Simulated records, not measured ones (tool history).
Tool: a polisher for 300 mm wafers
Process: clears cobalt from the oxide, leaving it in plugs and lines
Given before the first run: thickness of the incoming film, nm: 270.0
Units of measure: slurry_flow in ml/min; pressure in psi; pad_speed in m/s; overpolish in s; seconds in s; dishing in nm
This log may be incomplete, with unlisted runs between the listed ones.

Run 1, day 0.000: slurry_flow 245 ml/min, pressure 1.6 psi, pad_speed 1.04 m/s, overpolish 11 s. Result: seconds 70.235 s, dishing 24.819 nm.
Run 2, day 0.175: slurry_flow 245 ml/min, pressure 1.6 psi, pad_speed 1.04 m/s, overpolish 9 s. Result: seconds 73.666 s, dishing 21.535 nm.
Run 3, day 0.271: slurry_flow 245 ml/min, pressure 1.9 psi, pad_speed 1.04 m/s, overpolish 9 s. Result: seconds 61.030 s, dishing 23.544 nm.
Run 4, day 0.412: slurry_flow 265 ml/min, pressure 1.9 psi, pad_speed 1.04 m/s, overpolish 9 s. Result: seconds 61.603 s, dishing 23.305 nm.
Run 5, day 0.675: slurry_flow 265 ml/min, pressure 1.9 psi, pad_speed 0.86 m/s, overpolish 9 s. Result: seconds 74.089 s, dishing 20.905 nm.
Run 6, day 0.888: slurry_flow 265 ml/min, pressure 2.3 psi, pad_speed 0.86 m/s, overpolish 9 s. Result: seconds 60.055 s, dishing 24.141 nm.
Run 7, day 0.967: slurry_flow 265 ml/min, pressure 2.5 psi, pad_speed 0.86 m/s, overpolish 9 s. Result: seconds 54.233 s, dishing 25.962 nm.
Run 8, day 1.058: slurry_flow 265 ml/min, pressure 2.6 psi, pad_speed 0.86 m/s, overpolish 9 s. Result: seconds 53.664 s, dishing 25.221 nm.

Forecast run 9:
Run 9, day 1.142: slurry_flow 265 ml/min, pressure 2.6 psi, pad_speed 0.86 m/s, overpolish 9 s. Result: seconds ?, dishing ?.

{"run 9": {"seconds": 54.214, "dishing": 26.115}}
